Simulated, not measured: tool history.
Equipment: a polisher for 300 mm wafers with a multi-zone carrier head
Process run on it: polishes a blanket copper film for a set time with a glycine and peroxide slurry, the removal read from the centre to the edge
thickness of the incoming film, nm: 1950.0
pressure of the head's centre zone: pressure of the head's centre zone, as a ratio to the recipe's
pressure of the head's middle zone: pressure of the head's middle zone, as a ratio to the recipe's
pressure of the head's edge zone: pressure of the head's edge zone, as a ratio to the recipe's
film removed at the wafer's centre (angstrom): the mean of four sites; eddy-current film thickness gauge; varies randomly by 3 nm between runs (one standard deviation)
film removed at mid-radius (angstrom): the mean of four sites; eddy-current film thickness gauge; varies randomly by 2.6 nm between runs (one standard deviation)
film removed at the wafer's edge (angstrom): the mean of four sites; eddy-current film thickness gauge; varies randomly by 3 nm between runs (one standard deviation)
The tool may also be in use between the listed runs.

run	hour	flow of slurry (ml/min)	pressure of the head's centre zone	pressure of the head's middle zone	pressure of the head's edge zone	polishing time (s)	film removed at the wafer's centre (angstrom)	film removed at mid-radius (angstrom)	film removed at the wafer's edge (angstrom)
1	0.0	240	1.00	1.00	1.00	42	1981.3	1960.8	1994.6
2	7.8	240	1.00	1.00	1.00	49	2270.4	2269.3	2303.5
3	9.0	240	1.00	1.00	1.00	58	2749.8	2683.7	2659.1
4	11.1	235	0.98	1.01	0.99	58	2665.1	2698.7	2619.4
5	14.4	230	0.96	1.02	0.99	58	2574.8	2754.7	2663.2
6	17.2	225	0.95	1.02	0.98	58	2496.1	2685.6	2604.3
7	25.5	220	0.94	1.03	0.98	58	2546.7	2743.3	2587.1
8	34.5	220	0.92	1.03	0.98	58	2481.7	2736.8	2648.8
9	40.7	215	0.91	1.04	0.97	58	2434.6	2740.8	2610.3

Expected results for the next run?
10	46.4	210	0.90	1.04	0.96	58	?	?	?

film removed at the wafer's centre (angstrom): 2399.7
film removed at mid-radius (angstrom): 2729.3
film removed at the wafer's edge (angstrom): 2553.1

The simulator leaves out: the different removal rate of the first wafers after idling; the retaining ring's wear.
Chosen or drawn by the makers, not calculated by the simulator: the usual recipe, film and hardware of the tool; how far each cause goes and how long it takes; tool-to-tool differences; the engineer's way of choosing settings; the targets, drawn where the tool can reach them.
